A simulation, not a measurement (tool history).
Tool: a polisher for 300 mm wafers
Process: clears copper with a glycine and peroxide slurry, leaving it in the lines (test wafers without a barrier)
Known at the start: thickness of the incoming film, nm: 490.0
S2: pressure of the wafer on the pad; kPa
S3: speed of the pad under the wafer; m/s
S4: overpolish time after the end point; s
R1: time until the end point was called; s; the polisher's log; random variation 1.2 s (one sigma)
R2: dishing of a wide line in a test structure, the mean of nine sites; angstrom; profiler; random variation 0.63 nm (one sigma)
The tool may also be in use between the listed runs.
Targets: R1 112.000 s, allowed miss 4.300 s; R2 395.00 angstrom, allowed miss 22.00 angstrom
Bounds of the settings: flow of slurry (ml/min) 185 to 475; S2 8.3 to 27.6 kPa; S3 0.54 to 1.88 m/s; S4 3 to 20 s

{"run": 1, "hour": 0.0, "flow of slurry (ml/min)": 305, "S2": 17.9, "S3": 1.2, "S4": 10, "R1": 69.643, "R2": 449.89}
{"run": 2, "hour": 3.0, "flow of slurry (ml/min)": 305, "S2": 17.9, "S3": 0.94, "S4": 10, "R1": 79.292, "R2": 410.33}
{"run": 3, "hour": 6.7, "flow of slurry (ml/min)": 305, "S2": 17.9, "S3": 0.94, "S4": 7, "R1": 79.151, "R2": 292.25}
{"run": 4, "hour": 7.5, "flow of slurry (ml/min)": 305, "S2": 17.9, "S3": 0.94, "S4": 3, "R1": 78.672, "R2": 130.04}
{"hour": 15.0, "done": "head pressure recalibrated"}
{"run": 5, "hour": 15.0, "flow of slurry (ml/min)": 305, "S2": 17.9, "S3": 0.94, "S4": 3, "R1": 87.083, "R2": 120.41}
{"run": 6, "hour": 17.4, "flow of slurry (ml/min)": 300, "S2": 16.5, "S3": 0.8, "S4": 6, "R1": 97.644, "R2": 203.54}
{"run": 7, "hour": 17.9, "flow of slurry (ml/min)": 295, "S2": 15.9, "S3": 0.76, "S4": 7, "R1": 105.0, "R2": 227.25}
{"run": 8, "hour": 20.8, "flow of slurry (ml/min)": 285, "S2": 15.9, "S3": 0.74, "S4": 8, "R1": 107.21, "R2": 247.14}
{"run": 9, "hour": 22.1, "flow of slurry (ml/min)": 280, "S2": 15.2, "S3": 0.72, "S4": 13, "R1": 110.61, "R2": 367.65}

Which of these 4 next moves meets every target?
{"run": "A", "hour": 23.4, "flow of slurry (ml/min)": 280, "S2": 15.2, "S3": 0.84, "S4": 10, "R1": "?", "R2": "?"}
{"run": "B", "hour": 23.4, "flow of slurry (ml/min)": 360, "S2": 16.5, "S3": 0.66, "S4": 11, "R1": "?", "R2": "?"}
{"run": "C", "hour": 23.4, "flow of slurry (ml/min)": 340, "S2": 14.5, "S3": 0.72, "S4": 14, "R1": "?", "R2": "?"}
{"run": "D", "hour": 23.4, "flow of slurry (ml/min)": 215, "S2": 12.4, "S3": 1.12, "S4": 11, "R1": "?", "R2": "?"}

move=A R1=102.710 R2=308.96
move=B R1=104.000 R2=334.59
move=C R1=111.700 R2=386.80
move=D R1=108.130 R2=318.02
A: further off than the last run
B: further off than the last run
C: meets every target
D: further off than the last run
Move C is the one to make.
